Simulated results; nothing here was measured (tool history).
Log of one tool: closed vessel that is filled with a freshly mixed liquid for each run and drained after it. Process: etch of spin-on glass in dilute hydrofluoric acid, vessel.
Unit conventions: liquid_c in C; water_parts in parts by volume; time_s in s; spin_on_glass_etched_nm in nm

run 1 hour=0.0 | liquid_c=25.0 water_parts=160 time_s=30 | spin_on_glass_etched_nm=7.6134
run 2 hour=6.7 | liquid_c=25.0 water_parts=160 time_s=30 | spin_on_glass_etched_nm=7.5165
run 3 hour=12.0 | liquid_c=25.0 water_parts=185 time_s=30 | spin_on_glass_etched_nm=6.2974
run 4 hour=19.7 | liquid_c=25.0 water_parts=210 time_s=30 | spin_on_glass_etched_nm=5.3986
run 5 hour=25.1 | liquid_c=28.0 water_parts=210 time_s=30 | spin_on_glass_etched_nm=6.0203
run 6 hour=31.2 | liquid_c=29.0 water_parts=180 time_s=30 | spin_on_glass_etched_nm=7.5666
run 7 hour=35.7 | liquid_c=29.5 water_parts=155 time_s=30 | spin_on_glass_etched_nm=9.1875
run 8 hour=38.3 | liquid_c=30.0 water_parts=135 time_s=30 | spin_on_glass_etched_nm=10.9260
run 9 hour=39.4 | liquid_c=30.5 water_parts=120 time_s=30 | spin_on_glass_etched_nm=12.9800
run 10 hour=48.1 | liquid_c=33.0 water_parts=55 time_s=30 | spin_on_glass_etched_nm=33.6900
run 11 hour=56.9 | liquid_c=32.0 water_parts=55 time_s=30 | spin_on_glass_etched_nm=32.8700
run 12 hour=58.7 | liquid_c=30.5 water_parts=55 time_s=30 | spin_on_glass_etched_nm=31.1920

The next listed run, before its measurement:
run 13 hour=64.8 | liquid_c=29.0 water_parts=55 time_s=30 | spin_on_glass_etched_nm=?

spin_on_glass_etched_nm: 29.2510 nm
